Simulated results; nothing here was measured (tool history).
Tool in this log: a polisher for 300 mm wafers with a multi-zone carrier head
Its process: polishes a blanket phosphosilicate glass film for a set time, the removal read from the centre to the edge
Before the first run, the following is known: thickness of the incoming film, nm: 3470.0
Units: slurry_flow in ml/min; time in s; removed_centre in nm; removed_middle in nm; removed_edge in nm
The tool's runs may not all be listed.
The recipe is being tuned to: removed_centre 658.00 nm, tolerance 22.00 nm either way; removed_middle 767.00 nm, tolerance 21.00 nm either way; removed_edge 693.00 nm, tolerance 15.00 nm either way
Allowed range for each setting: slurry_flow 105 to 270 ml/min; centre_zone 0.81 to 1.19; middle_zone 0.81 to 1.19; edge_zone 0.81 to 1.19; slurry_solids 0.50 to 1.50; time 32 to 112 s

{"run": 1, "hour": 0.0, "slurry_flow": 175, "centre_zone": 1.0, "middle_zone": 1.0, "edge_zone": 1.0, "slurry_solids": 1.0, "time": 72, "removed_centre": 494.37, "removed_middle": 501.92, "removed_edge": 484.41}
{"run": 2, "hour": 2.3, "slurry_flow": 175, "centre_zone": 1.0, "middle_zone": 1.0, "edge_zone": 1.06, "slurry_solids": 1.0, "time": 72, "removed_centre": 490.62, "removed_middle": 505.15, "removed_edge": 495.55}
{"run": 3, "hour": 4.2, "slurry_flow": 185, "centre_zone": 1.0, "middle_zone": 1.03, "edge_zone": 1.09, "slurry_solids": 1.15, "time": 73, "removed_centre": 537.95, "removed_middle": 572.06, "removed_edge": 553.18}
{"run": 4, "hour": 12.4, "slurry_flow": 185, "centre_zone": 1.0, "middle_zone": 1.03, "edge_zone": 1.02, "slurry_solids": 1.15, "time": 73, "removed_centre": 532.39, "removed_middle": 574.47, "removed_edge": 546.61}
{"run": 5, "hour": 19.4, "slurry_flow": 185, "centre_zone": 1.0, "middle_zone": 1.03, "edge_zone": 1.06, "slurry_solids": 1.15, "time": 73, "removed_centre": 547.39, "removed_middle": 567.86, "removed_edge": 552.74}
{"run": 6, "hour": 27.9, "slurry_flow": 205, "centre_zone": 1.0, "middle_zone": 1.03, "edge_zone": 1.06, "slurry_solids": 1.15, "time": 73, "removed_centre": 551.66, "removed_middle": 576.93, "removed_edge": 554.37}
{"run": 7, "hour": 32.2, "slurry_flow": 205, "centre_zone": 1.0, "middle_zone": 1.06, "edge_zone": 1.08, "slurry_solids": 1.25, "time": 73, "removed_centre": 585.15, "removed_middle": 624.84, "removed_edge": 580.69}
{"run": 8, "hour": 33.1, "slurry_flow": 205, "centre_zone": 0.99, "middle_zone": 1.07, "edge_zone": 1.09, "slurry_solids": 1.3, "time": 74, "removed_centre": 593.49, "removed_middle": 650.72, "removed_edge": 603.15}
{"run": 9, "hour": 36.1, "slurry_flow": 205, "centre_zone": 0.98, "middle_zone": 1.08, "edge_zone": 1.1, "slurry_solids": 1.35, "time": 75, "removed_centre": 604.17, "removed_middle": 681.18, "removed_edge": 624.36}
{"run": 10, "hour": 38.8, "slurry_flow": 255, "centre_zone": 0.99, "middle_zone": 1.13, "edge_zone": 1.19, "slurry_solids": 1.45, "time": 75, "removed_centre": 640.18, "removed_middle": 739.73, "removed_edge": 668.6}

4 candidate next runs follow, results not yet known. Just one meets every target within its allowed miss. Identify it.
{"run": "A", "hour": 41.5, "slurry_flow": 245, "centre_zone": 0.91, "middle_zone": 1.16, "edge_zone": 1.19, "slurry_solids": 1.45, "time": 77, "removed_centre": "?", "removed_middle": "?", "removed_edge": "?"}
{"run": "B", "hour": 41.5, "slurry_flow": 255, "centre_zone": 0.95, "middle_zone": 1.09, "edge_zone": 1.19, "slurry_solids": 1.5, "time": 79, "removed_centre": "?", "removed_middle": "?", "removed_edge": "?"}
{"run": "C", "hour": 41.5, "slurry_flow": 270, "centre_zone": 0.96, "middle_zone": 1.11, "edge_zone": 1.14, "slurry_solids": 1.4, "time": 79, "removed_centre": "?", "removed_middle": "?", "removed_edge": "?"}
{"run": "D", "hour": 41.5, "slurry_flow": 225, "centre_zone": 0.98, "middle_zone": 1.02, "edge_zone": 1.19, "slurry_solids": 1.45, "time": 77, "removed_centre": "?", "removed_middle": "?", "removed_edge": "?"}

move=A removed_centre=601.55 removed_middle=777.28 removed_edge=690.03
move=B removed_centre=656.67 removed_middle=770.02 removed_edge=721.14
move=C removed_centre=649.21 removed_middle=764.47 removed_edge=694.32
move=D removed_centre=640.10 removed_middle=688.83 removed_edge=685.93
A: brings the result that was furthest off to its target, and leaves another outside
B: takes the result that was furthest off past its target
C: in spec on every target
D: brings the result that was furthest off to its target, and leaves another outside
Answer: C

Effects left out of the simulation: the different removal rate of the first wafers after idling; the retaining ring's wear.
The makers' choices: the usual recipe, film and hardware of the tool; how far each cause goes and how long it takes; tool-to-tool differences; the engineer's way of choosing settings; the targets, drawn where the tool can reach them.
